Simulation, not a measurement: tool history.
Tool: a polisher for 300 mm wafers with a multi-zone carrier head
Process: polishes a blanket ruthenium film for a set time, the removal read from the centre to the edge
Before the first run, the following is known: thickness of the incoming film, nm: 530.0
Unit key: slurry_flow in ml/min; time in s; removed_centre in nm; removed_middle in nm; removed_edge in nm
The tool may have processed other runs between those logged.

{"run": 1, "hour": 0.0, "slurry_flow": 215, "centre_zone": 1, "middle_zone": 1, "edge_zone": 1, "time": 66, "removed_centre": 89.363, "removed_middle": 87.897, "removed_edge": 90.165}
{"run": 2, "hour": 1.8, "slurry_flow": 215, "centre_zone": 1, "middle_zone": 1, "edge_zone": 1, "time": 60, "removed_centre": 81.951, "removed_middle": 81.461, "removed_edge": 79.635}
{"run": 3, "hour": 3.0, "slurry_flow": 215, "centre_zone": 1, "middle_zone": 1.05, "edge_zone": 1, "time": 60, "removed_centre": 81.81, "removed_middle": 83.418, "removed_edge": 81.075}
{"run": 4, "hour": 5.1, "slurry_flow": 215, "centre_zone": 1, "middle_zone": 1.05, "edge_zone": 1, "time": 72, "removed_centre": 98.962, "removed_middle": 102.74, "removed_edge": 97.467}
{"run": 5, "hour": 11.5, "slurry_flow": 215, "centre_zone": 1, "middle_zone": 1.05, "edge_zone": 1.06, "time": 72, "removed_centre": 98.056, "removed_middle": 100.67, "removed_edge": 100.13}
{"run": 6, "hour": 17.8, "slurry_flow": 215, "centre_zone": 1.01, "middle_zone": 1.02, "edge_zone": 1.04, "time": 62, "removed_centre": 87.435, "removed_middle": 86.011, "removed_edge": 85.196}
{"run": 7, "hour": 24.2, "slurry_flow": 215, "centre_zone": 1, "middle_zone": 0.98, "edge_zone": 1.02, "time": 55, "removed_centre": 77.409, "removed_middle": 72.272, "removed_edge": 75.616}
{"run": 8, "hour": 32.2, "slurry_flow": 215, "centre_zone": 0.99, "middle_zone": 0.97, "edge_zone": 1, "time": 50, "removed_centre": 68.822, "removed_middle": 65.473, "removed_edge": 67.824}
{"run": 9, "hour": 37.5, "slurry_flow": 215, "centre_zone": 0.99, "middle_zone": 0.95, "edge_zone": 0.97, "time": 47, "removed_centre": 63.413, "removed_middle": 61.382, "removed_edge": 62.66}
{"run": 10, "hour": 39.2, "slurry_flow": 210, "centre_zone": 1, "middle_zone": 0.92, "edge_zone": 0.95, "time": 45, "removed_centre": 61.108, "removed_middle": 57.721, "removed_edge": 59.306}
{"run": 11, "hour": 47.9, "slurry_flow": 205, "centre_zone": 1, "middle_zone": 0.9, "edge_zone": 0.94, "time": 44, "removed_centre": 59.025, "removed_middle": 54.463, "removed_edge": 57.203}
{"run": 12, "hour": 54.6, "slurry_flow": 195, "centre_zone": 1, "middle_zone": 0.89, "edge_zone": 0.93, "time": 44, "removed_centre": 59.032, "removed_middle": 53.877, "removed_edge": 57.272}
{"run": 13, "hour": 61.1, "slurry_flow": 195, "centre_zone": 1, "middle_zone": 0.88, "edge_zone": 0.91, "time": 44, "removed_centre": 59.023, "removed_middle": 53.492, "removed_edge": 55.246}
{"run": 14, "hour": 68.5, "slurry_flow": 190, "centre_zone": 0.99, "middle_zone": 0.87, "edge_zone": 0.9, "time": 44, "removed_centre": 58.315, "removed_middle": 53.776, "removed_edge": 56.205}

Run 15, settings as shown, results not yet in. Your forecast:
{"run": 15, "hour": 72.7, "slurry_flow": 190, "centre_zone": 0.99, "middle_zone": 0.86, "edge_zone": 0.89, "time": 43, "removed_centre": "?", "removed_middle": "?", "removed_edge": "?"}

Run 15 yielded removed_centre 57.322 nm, removed_middle 50.237 nm, removed_edge 54.581 nm.
